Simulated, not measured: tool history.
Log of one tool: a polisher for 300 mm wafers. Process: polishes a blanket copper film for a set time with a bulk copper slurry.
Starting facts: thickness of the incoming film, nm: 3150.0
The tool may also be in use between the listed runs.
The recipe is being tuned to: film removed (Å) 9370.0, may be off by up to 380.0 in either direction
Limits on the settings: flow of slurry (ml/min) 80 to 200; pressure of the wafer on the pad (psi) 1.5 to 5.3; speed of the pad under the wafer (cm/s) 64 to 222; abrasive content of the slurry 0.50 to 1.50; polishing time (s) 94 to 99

| run | hour | flow of slurry (ml/min) | pressure of the wafer on the pad (psi) | speed of the pad under the wafer (cm/s) | abrasive content of the slurry | polishing time (s) | film removed (Å) |
|---|---|---|---|---|---|---|---|
| 1 | 0.0 | 130 | 3.4 | 142 | 1.00 | 94 | 14524.0 |
| 2 | 4.2 | 130 | 3.4 | 160 | 1.00 | 94 | 16109.0 |
| 3 | 10.3 | 130 | 3.2 | 160 | 1.00 | 94 | 15764.0 |
| 4 | 13.1 | 130 | 3.2 | 160 | 0.85 | 94 | 15252.0 |
| 5 | 19.4 | 130 | 4.0 | 160 | 0.85 | 94 | 17399.0 |
| 6 | 26.3 | 130 | 3.7 | 156 | 0.85 | 94 | 16021.0 |
| 7 | 31.9 | 130 | 3.4 | 154 | 0.85 | 94 | 14868.0 |
|  | 35.5 | head pressure recalibrated |
| 8 | 35.5 | 130 | 3.1 | 152 | 0.85 | 94 | 15080.0 |

Exactly one of the 5 candidate moves below puts every result within its allowed miss. Which one?
| A | 39.1 | 115 | 2.3 | 94 | 0.85 | 94 | ? |
| B | 39.1 | 125 | 2.3 | 118 | 1.00 | 94 | ? |
| C | 39.1 | 135 | 3.9 | 98 | 0.50 | 94 | ? |
| D | 39.1 | 100 | 2.6 | 110 | 0.85 | 94 | ? |
| E | 39.1 | 135 | 3.1 | 200 | 0.75 | 99 | ? |

| move | film removed (Å) |
|---|---|
| A | 7898.7 |
| B | 10298.0 |
| C | 10361.0 |
| D | 9440.8 |
| E | 20271.0 |
A: takes the result that was furthest off past its target
B: gains on the last run, yet a result remains outside its allowed miss
C: gains on the last run, yet a result remains outside its allowed miss
D: all results land within tolerance of their targets
E: misses by more than the last run did
D is the move that brings every result within its allowed miss.
